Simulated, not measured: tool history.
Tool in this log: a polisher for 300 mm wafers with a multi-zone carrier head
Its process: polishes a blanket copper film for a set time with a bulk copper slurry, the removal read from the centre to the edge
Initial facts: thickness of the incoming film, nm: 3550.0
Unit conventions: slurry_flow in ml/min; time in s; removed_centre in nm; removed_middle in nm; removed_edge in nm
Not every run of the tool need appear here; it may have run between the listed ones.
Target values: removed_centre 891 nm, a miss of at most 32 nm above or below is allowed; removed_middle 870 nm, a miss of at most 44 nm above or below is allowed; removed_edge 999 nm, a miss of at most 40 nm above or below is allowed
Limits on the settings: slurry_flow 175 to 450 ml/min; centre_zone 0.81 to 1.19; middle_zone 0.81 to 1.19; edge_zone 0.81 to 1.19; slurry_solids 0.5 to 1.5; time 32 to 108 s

run	hour	slurry_flow	centre_zone	middle_zone	edge_zone	slurry_solids	time	removed_centre	removed_middle	removed_edge
1	0	290	1	1	1	1	70	715.86	708.57	700.9
2	2.9	290	1	1	1.07	1	70	712.3	699.5	735.19
3	11.7	290	1	1	1.1	1.1	73	761.63	747.03	798.14
4	15	290	1	1.08	1.1	1.1	73	755.33	837.28	793.33
5	21.3	290	1	1.08	1.1	1.1	61	629.71	678.52	652.98
6	29.8	340	1	1.08	1.1	1.1	61	640.08	688.02	655.22
7	36.6	340	1	1.08	1.1	1.1	61	644.72	698.23	672.37
8	39.2	350	1	1.05	1.12	1.2	65	680.65	744.32	745.08

Pick the move, out of 4, that brings all results within their allowed miss; only one does.
A	41.8	340	1.18	1.03	1.03	0.9	82	?	?	?
B	41.8	325	1.14	0.93	1.19	1	82	?	?	?
C	41.8	300	1	1.06	1.16	1.2	55	?	?	?
D	41.8	405	0.95	0.92	1.14	1.1	87	?	?	?

move	removed_centre	removed_middle	removed_edge
A	930.34	849.61	829.58
B	922.4	794.95	912.24
C	578.78	616.23	624.44
D	885.74	868.73	979.3
A: moves the result that the last run missed by most past its target, out the other side
B: puts the biggest miss on target and leaves a different result outside tolerance
C: the biggest miss grows against the last run
D: hits every target within its allowed miss
D meets every target.
